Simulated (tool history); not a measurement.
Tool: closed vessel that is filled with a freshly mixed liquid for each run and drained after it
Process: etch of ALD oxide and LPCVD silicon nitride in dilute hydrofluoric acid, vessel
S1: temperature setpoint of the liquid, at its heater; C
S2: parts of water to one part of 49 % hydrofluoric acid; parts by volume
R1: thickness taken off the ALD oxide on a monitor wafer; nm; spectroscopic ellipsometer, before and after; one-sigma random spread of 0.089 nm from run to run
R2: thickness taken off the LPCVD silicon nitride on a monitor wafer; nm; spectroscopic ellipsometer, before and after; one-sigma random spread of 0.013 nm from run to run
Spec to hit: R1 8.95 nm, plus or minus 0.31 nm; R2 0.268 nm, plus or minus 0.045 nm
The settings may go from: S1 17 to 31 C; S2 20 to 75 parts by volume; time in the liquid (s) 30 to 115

run 1 hour=0 | S1=23 S2=45 time_in_the_liquid_(s)=60 | R1=25.217 R2=0.65341
run 2 hour=6.5 | S1=20.5 S2=45 time_in_the_liquid_(s)=60 | R1=22.42 R2=0.55245
run 3 hour=8.9 | S1=20.5 S2=50 time_in_the_liquid_(s)=60 | R1=20.089 R2=0.46511
run 4 hour=13.4 | S1=23 S2=50 time_in_the_liquid_(s)=60 | R1=22.238 R2=0.55296
run 5 hour=20.4 | S1=23 S2=55 time_in_the_liquid_(s)=55 | R1=18.648 R2=0.47017
run 6 hour=26.9 | S1=23 S2=60 time_in_the_liquid_(s)=50 | R1=15.413 R2=0.41328
run 7 hour=31.8 | S1=22.5 S2=60 time_in_the_liquid_(s)=50 | R1=15.062 R2=0.39946
run 8 hour=39.9 | S1=21.5 S2=70 time_in_the_liquid_(s)=45 | R1=10.805 R2=0.30363
run 9 hour=45 | S1=21 S2=70 time_in_the_liquid_(s)=45 | R1=10.803 R2=0.2671
run 10 hour=48.4 | S1=21.5 S2=70 time_in_the_liquid_(s)=45 | R1=10.966 R2=0.28833

Consider the 4 candidate settings below. Which is the only one whose results all fall within their allowed miss of target?
run A hour=51.8 | S1=23 S2=70 time_in_the_liquid_(s)=45 | R1=? R2=?
run B hour=51.8 | S1=21 S2=70 time_in_the_liquid_(s)=55 | R1=? R2=?
run C hour=51.8 | S1=24.5 S2=75 time_in_the_liquid_(s)=35 | R1=? R2=?
run D hour=51.8 | S1=21 S2=75 time_in_the_liquid_(s)=45 | R1=? R2=?

move=A R1=11.522 R2=0.31024
move=B R1=12.96 R2=0.33072
move=C R1=8.8377 R2=0.24948
move=D R1=9.8389 R2=0.25297
A: misses by more than the last run did
B: misses by more than the last run did
C: every result lands within tolerance
D: nearer the targets than the last run, but a result is still out of spec
Go with C: it meets all targets.

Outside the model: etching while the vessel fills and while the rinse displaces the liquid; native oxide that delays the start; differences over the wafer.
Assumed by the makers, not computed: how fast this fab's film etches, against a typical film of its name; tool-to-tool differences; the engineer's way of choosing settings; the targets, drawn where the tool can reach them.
